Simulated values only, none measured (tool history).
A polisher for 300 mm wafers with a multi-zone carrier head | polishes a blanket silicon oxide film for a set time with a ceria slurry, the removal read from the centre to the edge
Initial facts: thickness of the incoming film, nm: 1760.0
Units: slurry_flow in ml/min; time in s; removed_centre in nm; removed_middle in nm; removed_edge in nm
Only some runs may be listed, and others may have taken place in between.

| run | day | slurry_flow | centre_zone | middle_zone | edge_zone | time | removed_centre | removed_middle | removed_edge |
|---|---|---|---|---|---|---|---|---|---|
| 1 | 0.000 | 310 | 1.00 | 1.00 | 1.00 | 90 | 228.54 | 220.84 | 224.50 |
| 2 | 0.308 | 310 | 1.00 | 1.00 | 1.00 | 70 | 177.05 | 172.00 | 176.27 |
| 3 | 0.592 | 305 | 0.98 | 0.98 | 1.00 | 69 | 170.55 | 166.49 | 173.51 |
| 4 | 0.746 | 340 | 0.98 | 0.98 | 1.00 | 69 | 170.38 | 163.43 | 172.66 |
| 5 | 0.817 | 340 | 0.96 | 0.97 | 1.00 | 69 | 166.49 | 162.92 | 175.15 |
| 6 | 1.104 | 340 | 0.91 | 0.97 | 1.00 | 69 | 157.43 | 163.57 | 171.34 |
| 7 | 1.267 | 340 | 0.91 | 0.96 | 1.00 | 69 | 158.72 | 168.07 | 173.74 |

The next listed run, before its measurement:
| 8 | 1.617 | 315 | 0.90 | 0.86 | 1.01 | 65 | ? | ? | ? |

{"run 8": {"removed_centre": 148.35, "removed_middle": 141.25, "removed_edge": 165.71}}

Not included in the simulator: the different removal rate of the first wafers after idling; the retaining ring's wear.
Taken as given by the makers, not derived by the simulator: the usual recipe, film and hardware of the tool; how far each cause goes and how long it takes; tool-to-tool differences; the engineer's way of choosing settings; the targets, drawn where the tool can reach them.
